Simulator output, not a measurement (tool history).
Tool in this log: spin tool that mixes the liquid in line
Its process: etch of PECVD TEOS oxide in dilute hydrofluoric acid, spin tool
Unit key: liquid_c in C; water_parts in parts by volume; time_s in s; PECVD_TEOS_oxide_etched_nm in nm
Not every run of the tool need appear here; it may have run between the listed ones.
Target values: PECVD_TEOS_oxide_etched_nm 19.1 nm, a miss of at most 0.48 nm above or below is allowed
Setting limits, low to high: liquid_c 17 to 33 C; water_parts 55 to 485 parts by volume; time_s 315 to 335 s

Run 1, day 0: liquid_c 25 C, water_parts 270 parts by volume, time_s 315 s. Result: PECVD_TEOS_oxide_etched_nm 9.1125 nm.
Run 2, day 0.067: liquid_c 22.5 C, water_parts 270 parts by volume, time_s 315 s. Result: PECVD_TEOS_oxide_etched_nm 8.3505 nm.
Run 3, day 0.35: liquid_c 24 C, water_parts 255 parts by volume, time_s 315 s. Result: PECVD_TEOS_oxide_etched_nm 9.574 nm.
Run 4, day 0.408: liquid_c 25.5 C, water_parts 245 parts by volume, time_s 315 s. Result: PECVD_TEOS_oxide_etched_nm 10.455 nm.
Run 5, day 0.625: liquid_c 26.5 C, water_parts 235 parts by volume, time_s 315 s. Result: PECVD_TEOS_oxide_etched_nm 11.467 nm.
Run 6, day 0.921: liquid_c 26.5 C, water_parts 275 parts by volume, time_s 315 s. Result: PECVD_TEOS_oxide_etched_nm 9.3604 nm.
Run 7, day 1.258: liquid_c 27.5 C, water_parts 260 parts by volume, time_s 315 s. Result: PECVD_TEOS_oxide_etched_nm 10.474 nm.
Run 8, day 1.492: liquid_c 31.5 C, water_parts 160 parts by volume, time_s 315 s. Result: PECVD_TEOS_oxide_etched_nm 22.259 nm.
Run 9, day 1.762: liquid_c 31.5 C, water_parts 160 parts by volume, time_s 315 s. Result: PECVD_TEOS_oxide_etched_nm 21.908 nm.
Run 10, day 1.833: liquid_c 31 C, water_parts 160 parts by volume, time_s 315 s. Result: PECVD_TEOS_oxide_etched_nm 21.576 nm.
Run 11, day 1.938: liquid_c 30.5 C, water_parts 160 parts by volume, time_s 315 s. Result: PECVD_TEOS_oxide_etched_nm 21.244 nm.
Run 12, day 2.071: liquid_c 30 C, water_parts 160 parts by volume, time_s 315 s. Result: PECVD_TEOS_oxide_etched_nm 20.789 nm.
Run 13, day 2.183: liquid_c 29.5 C, water_parts 160 parts by volume, time_s 315 s. Result: PECVD_TEOS_oxide_etched_nm 20.532 nm.
Run 14, day 2.283: liquid_c 29 C, water_parts 160 parts by volume, time_s 315 s. Result: PECVD_TEOS_oxide_etched_nm 20.175 nm.

Which of these 4 next moves meets every target?
Run A, day 2.383: liquid_c 30 C, water_parts 180 parts by volume, time_s 315 s. Result: PECVD_TEOS_oxide_etched_nm ?.
Run B, day 2.383: liquid_c 25 C, water_parts 150 parts by volume, time_s 320 s. Result: PECVD_TEOS_oxide_etched_nm ?.
Run C, day 2.383: liquid_c 28.5 C, water_parts 170 parts by volume, time_s 315 s. Result: PECVD_TEOS_oxide_etched_nm ?.
Run D, day 2.383: liquid_c 32.5 C, water_parts 195 parts by volume, time_s 315 s. Result: PECVD_TEOS_oxide_etched_nm ?.

move  PECVD_TEOS_oxide_etched_nm
   A                      18.068
   B                      19.035
   C                      18.366
   D                      17.831
A: takes the biggest miss from the last run beyond its target
B: each result inside its tolerance
C: takes the biggest miss from the last run beyond its target
D: takes the biggest miss from the last run beyond its target
Go with B: it meets all targets.

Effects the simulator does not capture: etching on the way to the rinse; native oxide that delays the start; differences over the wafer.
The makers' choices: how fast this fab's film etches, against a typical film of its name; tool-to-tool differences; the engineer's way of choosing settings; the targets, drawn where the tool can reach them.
